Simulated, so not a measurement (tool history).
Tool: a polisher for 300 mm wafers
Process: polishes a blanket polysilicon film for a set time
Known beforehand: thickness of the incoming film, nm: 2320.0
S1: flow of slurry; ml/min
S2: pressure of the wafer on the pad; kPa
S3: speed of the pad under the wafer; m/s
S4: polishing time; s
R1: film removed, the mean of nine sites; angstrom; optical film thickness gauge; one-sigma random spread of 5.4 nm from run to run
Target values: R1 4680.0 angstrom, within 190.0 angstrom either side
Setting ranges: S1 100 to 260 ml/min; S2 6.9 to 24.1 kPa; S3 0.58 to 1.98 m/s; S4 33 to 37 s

| run | hour | S1 | S2 | S3 | S4 | R1 |
|---|---|---|---|---|---|---|
| 1 | 0.0 | 165 | 15.2 | 1.28 | 37 | 3270.0 |
| 2 | 1.9 | 165 | 15.2 | 1.12 | 37 | 2945.3 |
| 3 | 3.2 | 165 | 15.2 | 0.96 | 37 | 2647.7 |
| 4 | 11.1 | 200 | 15.2 | 0.96 | 37 | 2737.7 |
| 5 | 13.4 | 235 | 15.2 | 0.96 | 37 | 2833.1 |
| 6 | 21.3 | 235 | 15.2 | 0.96 | 33 | 2443.0 |
| 7 | 29.2 | 235 | 16.5 | 0.98 | 33 | 2790.4 |
| 8 | 32.0 | 240 | 20.7 | 1.02 | 33 | 3462.7 |
| 9 | 35.1 | 240 | 21.4 | 1.04 | 33 | 3685.9 |
| 10 | 35.8 | 240 | 21.4 | 1.04 | 33 | 3664.6 |

Below are 5 possible settings for the next run. Only one of them brings all results inside the allowed miss of their targets. Which is it?
| A | 36.5 | 205 | 22.1 | 1.66 | 33 | ? |
| B | 36.5 | 260 | 23.4 | 1.12 | 33 | ? |
| C | 36.5 | 245 | 22.8 | 1.26 | 37 | ? |
| D | 36.5 | 260 | 21.4 | 1.20 | 34 | ? |
| E | 36.5 | 260 | 24.1 | 1.02 | 37 | ? |

| move | R1 |
|---|---|
| A | 5356.4 |
| B | 4287.5 |
| C | 5074.6 |
| D | 4251.2 |
| E | 4615.1 |
A: moves the result that the last run missed by most past its target, out the other side
B: moves toward the targets from the last run without getting all of them in spec
C: moves the result that the last run missed by most past its target, out the other side
D: moves toward the targets from the last run without getting all of them in spec
E: every result lands within tolerance
The right move is E.
